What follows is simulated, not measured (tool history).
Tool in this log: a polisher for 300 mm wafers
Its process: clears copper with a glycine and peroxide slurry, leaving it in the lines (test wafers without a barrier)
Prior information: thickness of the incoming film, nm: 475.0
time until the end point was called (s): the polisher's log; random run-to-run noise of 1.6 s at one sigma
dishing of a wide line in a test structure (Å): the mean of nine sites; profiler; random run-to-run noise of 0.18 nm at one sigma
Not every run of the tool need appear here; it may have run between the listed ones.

| run | hour | flow of slurry (ml/min) | pressure of the wafer on the pad (psi) | speed of the pad under the wafer (cm/s) | overpolish time after the end point (s) | time until the end point was called (s) | dishing of a wide line in a test structure (Å) |
|---|---|---|---|---|---|---|---|
| 1 | 0.0 | 230 | 2.5 | 102 | 9 | 76.422 | 189.940 |
| 2 | 7.3 | 270 | 2.5 | 102 | 9 | 73.996 | 189.400 |
| 3 | 11.9 | 310 | 2.5 | 102 | 9 | 73.846 | 189.670 |
| 4 | 18.7 | 310 | 2.5 | 114 | 9 | 67.363 | 197.160 |
| 5 | 21.9 | 285 | 2.5 | 114 | 9 | 70.545 | 198.830 |
| 6 | 30.9 | 290 | 2.5 | 108 | 8 | 72.276 | 183.730 |
| 7 | 32.6 | 300 | 2.5 | 104 | 7 | 75.756 | 170.420 |
| 8 | 37.5 | 360 | 2.0 | 100 | 3 | 88.658 | 88.596 |
| 9 | 45.6 | 345 | 2.0 | 100 | 3 | 87.590 | 88.841 |
| 10 | 49.3 | 340 | 2.1 | 98 | 3 | 85.187 | 87.455 |
| 11 | 53.7 | 340 | 2.1 | 98 | 4 | 88.180 | 111.400 |
| 12 | 60.9 | 340 | 2.1 | 96 | 4 | 87.343 | 113.590 |
| 13 | 66.1 | 340 | 2.1 | 92 | 7 | 91.397 | 158.210 |
| 14 | 67.9 | 340 | 2.0 | 94 | 7 | 92.624 | 153.560 |
| 15 | 75.8 | 340 | 2.0 | 96 | 7 | 90.758 | 152.560 |
| 16 | 81.6 | 340 | 2.0 | 98 | 7 | 90.543 | 157.310 |
| 17 | 85.5 | 340 | 2.0 | 100 | 6 | 88.126 | 145.670 |
| 18 | 90.7 | 340 | 2.0 | 98 | 6 | 89.498 | 141.380 |
| 19 | 97.4 | 340 | 2.1 | 96 | 6 | 87.729 | 147.400 |
| 20 | 105.2 | 335 | 2.1 | 96 | 6 | 91.169 | 142.330 |

Run 21 has not been measured yet. What should we expect?
| 21 | 108.1 | 335 | 2.0 | 100 | 6 | ? | ? |

time until the end point was called (s): 86.776
dishing of a wide line in a test structure (Å): 139.950
